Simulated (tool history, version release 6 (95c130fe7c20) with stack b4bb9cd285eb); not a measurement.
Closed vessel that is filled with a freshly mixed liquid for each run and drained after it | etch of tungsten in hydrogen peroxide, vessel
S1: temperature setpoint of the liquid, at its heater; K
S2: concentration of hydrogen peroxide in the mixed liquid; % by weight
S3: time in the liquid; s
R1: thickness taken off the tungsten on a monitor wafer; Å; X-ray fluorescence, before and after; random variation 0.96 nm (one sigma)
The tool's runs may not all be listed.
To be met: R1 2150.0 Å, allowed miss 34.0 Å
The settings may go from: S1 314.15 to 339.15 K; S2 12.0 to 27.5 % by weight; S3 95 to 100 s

run  hour      S1    S2   S3      R1
  1   0.0  330.15  18.5   95  4200.4
  2   5.1  327.15  18.5   95  3501.2
  3   7.3  327.15  18.5   95  3476.2
  4  11.5  327.15  18.5  100  3701.2
  5  16.0  321.65  18.5  100  2634.8
  6  17.1  321.65  18.5  100  2650.6
  7  23.6  320.65  18.5  100  2482.9
  8  29.1  320.15  18.5  100  2399.4
  9  34.4  320.15  18.5  100  2416.3
 10  37.4  319.65  18.5  100  2341.5
 11  41.9  319.15  18.5  100  2251.8
 12  48.5  318.65  18.5  100  2204.9

Which of these 4 next moves meets every target?
  A  55.1  320.65  17.5   95   ?
  B  55.1  318.15  21.0  100   ?
  C  55.1  319.65  19.0   95   ?
  D  55.1  320.15  16.5   95   ?

move      R1
   A  2311.0
   B  2279.0
   C  2262.6
   D  2175.3
A: further off than the last run
B: further off than the last run
C: further off than the last run
D: meets every target
Answer: D

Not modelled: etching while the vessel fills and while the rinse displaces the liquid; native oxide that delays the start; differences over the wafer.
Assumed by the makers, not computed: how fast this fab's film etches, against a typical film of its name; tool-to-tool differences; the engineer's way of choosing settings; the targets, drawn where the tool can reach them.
